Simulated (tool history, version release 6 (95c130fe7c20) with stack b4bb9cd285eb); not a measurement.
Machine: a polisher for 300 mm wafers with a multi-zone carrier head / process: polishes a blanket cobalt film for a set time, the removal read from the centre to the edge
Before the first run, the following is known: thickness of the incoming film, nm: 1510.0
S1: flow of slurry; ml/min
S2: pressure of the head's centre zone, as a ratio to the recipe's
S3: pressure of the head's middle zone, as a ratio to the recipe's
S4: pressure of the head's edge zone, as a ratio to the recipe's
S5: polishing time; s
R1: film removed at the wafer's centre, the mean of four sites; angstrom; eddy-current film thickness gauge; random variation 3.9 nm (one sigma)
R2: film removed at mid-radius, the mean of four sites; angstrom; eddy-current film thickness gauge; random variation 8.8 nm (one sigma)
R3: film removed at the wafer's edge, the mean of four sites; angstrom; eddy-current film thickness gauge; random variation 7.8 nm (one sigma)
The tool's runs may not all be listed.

run  hour   S1    S2    S3    S4  S5      R1      R2      R3
  1     0  285     1     1     1  69  4707.7  4630.2  4912.5
  2   3.9  335     1     1     1  69  4793.2  4735.9  5003.7
  3   4.9  340  0.99  1.01  1.02  71  4907.7  5035.8  5130.8
  4   6.3  330  0.97     1  1.03  73  4946.1  5015.1  5320.9
  5  14.5  330  1.06     1  1.03  73  5420.6  5138.3    5280
  6  22.7  330  1.04     1  1.04  75  5451.4  5195.2  5462.2
  7  25.6  330  1.02     1  1.05  76  5469.8  5439.3  5498.7
  8  34.3  330  1.02     1  1.05  76  5484.5    5171  5529.3

Estimate the outcome of run 9 from the log above:
  9  42.8  330   1  1.01  1.06  77   ?   ?   ?

R1: 5301 angstrom
R2: 5492.9 angstrom
R3: 5619.3 angstrom
